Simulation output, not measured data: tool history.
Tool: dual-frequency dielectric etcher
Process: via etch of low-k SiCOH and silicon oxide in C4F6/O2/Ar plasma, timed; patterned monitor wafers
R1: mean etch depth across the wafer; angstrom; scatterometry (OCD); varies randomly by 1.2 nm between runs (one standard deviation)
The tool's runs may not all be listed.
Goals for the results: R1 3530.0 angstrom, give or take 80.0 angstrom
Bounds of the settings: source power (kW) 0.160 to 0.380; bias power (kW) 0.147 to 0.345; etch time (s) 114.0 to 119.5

Run 1, day 0.000: source power (kW) 0.270, bias power (kW) 0.246, etch time (s) 114.0. Result: R1 3080.4 angstrom.
Run 2, day 0.067: source power (kW) 0.270, bias power (kW) 0.246, etch time (s) 114.0. Result: R1 3085.2 angstrom.
Run 3, day 0.158: source power (kW) 0.270, bias power (kW) 0.219, etch time (s) 114.0. Result: R1 2933.5 angstrom.
Run 4, day 0.242: source power (kW) 0.280, bias power (kW) 0.222, etch time (s) 114.0. Result: R1 2993.0 angstrom.
Run 5, day 0.542: source power (kW) 0.230, bias power (kW) 0.222, etch time (s) 114.0. Result: R1 2755.9 angstrom.
Run 6, day 0.650: source power (kW) 0.240, bias power (kW) 0.224, etch time (s) 114.0. Result: R1 2828.5 angstrom.
Run 7, day 0.675: source power (kW) 0.250, bias power (kW) 0.226, etch time (s) 114.0. Result: R1 2880.7 angstrom.
Run 8, day 0.854: source power (kW) 0.260, bias power (kW) 0.228, etch time (s) 114.0. Result: R1 2927.0 angstrom.
Run 9, day 0.925: source power (kW) 0.270, bias power (kW) 0.230, etch time (s) 114.0. Result: R1 2999.1 angstrom.
Run 10, day 1.221: source power (kW) 0.280, bias power (kW) 0.231, etch time (s) 114.0. Result: R1 3045.9 angstrom.
Run 11, day 1.258: source power (kW) 0.290, bias power (kW) 0.232, etch time (s) 114.0. Result: R1 3105.6 angstrom.
Run 12, day 1.612: source power (kW) 0.300, bias power (kW) 0.233, etch time (s) 114.0. Result: R1 3145.4 angstrom.
Run 13, day 1.688: source power (kW) 0.310, bias power (kW) 0.234, etch time (s) 114.0. Result: R1 3197.8 angstrom.
Run 14, day 1.875: source power (kW) 0.320, bias power (kW) 0.235, etch time (s) 114.0. Result: R1 3236.9 angstrom.
Run 15, day 2.212: source power (kW) 0.320, bias power (kW) 0.236, etch time (s) 114.0. Result: R1 3239.3 angstrom.
Run 16, day 2.338: source power (kW) 0.320, bias power (kW) 0.237, etch time (s) 114.0. Result: R1 3243.1 angstrom.
Run 17, day 2.700: source power (kW) 0.320, bias power (kW) 0.238, etch time (s) 114.0. Result: R1 3258.8 angstrom.
At day 3.046: bias power generator calibrated.
Run 18, day 3.046: source power (kW) 0.320, bias power (kW) 0.239, etch time (s) 114.0. Result: R1 3341.6 angstrom.
Run 19, day 3.200: source power (kW) 0.340, bias power (kW) 0.241, etch time (s) 114.0. Result: R1 3431.0 angstrom.

Next run, 4 choices. One meets every target within its allowed miss, the rest don't. Which?
Run A, day 3.354: source power (kW) 0.310, bias power (kW) 0.238, etch time (s) 115.0. Result: R1 ?.
Run B, day 3.354: source power (kW) 0.340, bias power (kW) 0.223, etch time (s) 114.0. Result: R1 ?.
Run C, day 3.354: source power (kW) 0.310, bias power (kW) 0.268, etch time (s) 117.5. Result: R1 ?.
Run D, day 3.354: source power (kW) 0.370, bias power (kW) 0.211, etch time (s) 115.5. Result: R1 ?.

move      R1
   A  3292.8
   B  3300.4
   C  3533.7
   D  3384.2
A: lands further from the targets than the last run did
B: lands further from the targets than the last run did
C: each result inside its tolerance
D: lands further from the targets than the last run did
Move C is the one to make.

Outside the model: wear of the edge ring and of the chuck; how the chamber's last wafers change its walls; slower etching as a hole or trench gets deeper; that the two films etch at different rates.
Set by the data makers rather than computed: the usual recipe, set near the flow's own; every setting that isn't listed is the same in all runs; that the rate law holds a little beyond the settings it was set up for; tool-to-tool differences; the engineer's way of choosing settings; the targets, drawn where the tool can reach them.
